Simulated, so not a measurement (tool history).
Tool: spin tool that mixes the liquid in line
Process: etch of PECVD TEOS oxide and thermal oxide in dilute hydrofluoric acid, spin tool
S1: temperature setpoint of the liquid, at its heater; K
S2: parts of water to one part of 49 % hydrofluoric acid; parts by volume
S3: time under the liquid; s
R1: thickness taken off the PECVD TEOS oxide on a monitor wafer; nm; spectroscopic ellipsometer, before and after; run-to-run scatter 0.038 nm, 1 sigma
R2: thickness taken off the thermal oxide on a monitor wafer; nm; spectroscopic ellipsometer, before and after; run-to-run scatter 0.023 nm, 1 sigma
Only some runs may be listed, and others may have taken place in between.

Run 1, hour 0: S1 293.15 K, S2 295 parts by volume, S3 180 s. Result: R1 7.7069 nm, R2 2.2001 nm.
Run 2, hour 2.2: S1 296.65 K, S2 295 parts by volume, S3 180 s. Result: R1 8.7687 nm, R2 2.5098 nm.
Run 3, hour 10.1: S1 298.65 K, S2 295 parts by volume, S3 180 s. Result: R1 9.4024 nm, R2 2.6603 nm.
Run 4, hour 14.4: S1 298.65 K, S2 225 parts by volume, S3 180 s. Result: R1 13.254 nm, R2 3.6945 nm.
Run 5, hour 21.3: S1 298.65 K, S2 325 parts by volume, S3 180 s. Result: R1 8.1602 nm, R2 2.3798 nm.
Run 6, hour 25.2: S1 300.15 K, S2 325 parts by volume, S3 180 s. Result: R1 8.5974 nm, R2 2.3748 nm.
Run 7, hour 28.2: S1 298.65 K, S2 340 parts by volume, S3 180 s. Result: R1 7.8019 nm, R2 2.2286 nm.
Run 8, hour 34.6: S1 296.65 K, S2 350 parts by volume, S3 180 s. Result: R1 7.0478 nm, R2 1.9136 nm.
Run 9, hour 36.7: S1 295.65 K, S2 355 parts by volume, S3 175 s. Result: R1 6.4001 nm, R2 1.815 nm.
Run 10, hour 41.4: S1 294.15 K, S2 355 parts by volume, S3 175 s. Result: R1 6.071 nm, R2 1.7452 nm.
Run 11, hour 44.6: S1 293.15 K, S2 355 parts by volume, S3 175 s. Result: R1 5.9113 nm, R2 1.6538 nm.
Run 12, hour 52.6: S1 292.65 K, S2 355 parts by volume, S3 175 s. Result: R1 5.8038 nm, R2 1.6406 nm.

Estimate the outcome of run 13 from the log above:
Run 13, hour 54.6: S1 292.15 K, S2 355 parts by volume, S3 175 s. Result: R1 ?, R2 ?.

Run 13 gave R1 5.7839 nm, R2 1.6313 nm.
